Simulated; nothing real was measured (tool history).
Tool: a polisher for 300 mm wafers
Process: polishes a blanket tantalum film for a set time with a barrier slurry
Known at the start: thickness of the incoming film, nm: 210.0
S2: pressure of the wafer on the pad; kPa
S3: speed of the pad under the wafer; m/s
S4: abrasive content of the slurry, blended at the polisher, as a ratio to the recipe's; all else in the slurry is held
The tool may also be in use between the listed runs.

{"run": 1, "day": 0.0, "flow of slurry (ml/min)": 270, "S2": 11.7, "S3": 1.18, "S4": 1.0, "polishing time (s)": 62, "film removed (angstrom)": 1168.7}
{"run": 2, "day": 0.129, "flow of slurry (ml/min)": 270, "S2": 14.5, "S3": 1.18, "S4": 1.0, "polishing time (s)": 62, "film removed (angstrom)": 1458.5}
{"run": 3, "day": 0.375, "flow of slurry (ml/min)": 270, "S2": 14.5, "S3": 1.18, "S4": 1.1, "polishing time (s)": 62, "film removed (angstrom)": 1449.8}
{"run": 4, "day": 0.417, "flow of slurry (ml/min)": 270, "S2": 16.5, "S3": 1.18, "S4": 1.1, "polishing time (s)": 62, "film removed (angstrom)": 1677.0}
{"run": 5, "day": 0.467, "flow of slurry (ml/min)": 270, "S2": 15.9, "S3": 1.18, "S4": 1.1, "polishing time (s)": 62, "film removed (angstrom)": 1610.3}
{"run": 6, "day": 0.742, "flow of slurry (ml/min)": 270, "S2": 15.9, "S3": 1.48, "S4": 1.1, "polishing time (s)": 62, "film removed (angstrom)": 1986.4}
{"run": 7, "day": 0.871, "flow of slurry (ml/min)": 270, "S2": 14.5, "S3": 1.48, "S4": 1.1, "polishing time (s)": 62, "film removed (angstrom)": 1821.6}
{"run": 8, "day": 1.121, "flow of slurry (ml/min)": 270, "S2": 13.8, "S3": 1.48, "S4": 1.1, "polishing time (s)": 62, "film removed (angstrom)": 1772.1}
{"run": 9, "day": 1.221, "flow of slurry (ml/min)": 270, "S2": 13.1, "S3": 1.46, "S4": 1.1, "polishing time (s)": 62, "film removed (angstrom)": 1623.2}
{"run": 10, "day": 1.483, "flow of slurry (ml/min)": 265, "S2": 9.7, "S3": 1.44, "S4": 1.1, "polishing time (s)": 62, "film removed (angstrom)": 1199.9}
{"run": 11, "day": 1.783, "flow of slurry (ml/min)": 260, "S2": 8.3, "S3": 1.44, "S4": 1.1, "polishing time (s)": 62, "film removed (angstrom)": 1034.0}
{"run": 12, "day": 1.95, "flow of slurry (ml/min)": 255, "S2": 8.3, "S3": 1.44, "S4": 1.1, "polishing time (s)": 62, "film removed (angstrom)": 1043.6}
{"run": 13, "day": 2.192, "flow of slurry (ml/min)": 250, "S2": 8.3, "S3": 1.44, "S4": 1.1, "polishing time (s)": 62, "film removed (angstrom)": 1027.6}

Forecast run 14:
{"run": 14, "day": 2.404, "flow of slurry (ml/min)": 245, "S2": 8.3, "S3": 1.44, "S4": 1.1, "polishing time (s)": 62, "film removed (angstrom)": "?"}

film removed (angstrom): 1030.1
